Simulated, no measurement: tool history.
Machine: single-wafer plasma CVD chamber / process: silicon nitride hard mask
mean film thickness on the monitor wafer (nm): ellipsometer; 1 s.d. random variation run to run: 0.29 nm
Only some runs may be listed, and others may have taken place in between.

run  hour  heater temperature setpoint (°C)  chamber pressure (Torr)  RF power (kW)  deposition time (s)  mean film thickness on the monitor wafer (nm)
  1     0                               410                     1.64           0.23                 71.7                                         69.161
  2   7.7                               410                     1.72          0.235                 71.8                                         72.068
  3  14.3                               410                     1.72           0.25                 71.8                                         75.896
  4  19.7                               410                     1.75           0.25                 71.8                                         76.831
  5  27.2                               410                     1.77           0.25                 71.8                                         77.209
  6  28.5                               419                     1.77           0.25                 71.8                                         76.021
  7  37.1                               419                      1.8           0.25                 71.8                                         76.715
  8  43.8                               419                     1.82           0.25                 71.8                                         77.712

What will run 9 give?
  9  46.5                               419                     1.83           0.25                 71.8                                              ?

mean film thickness on the monitor wafer (nm): 77.578
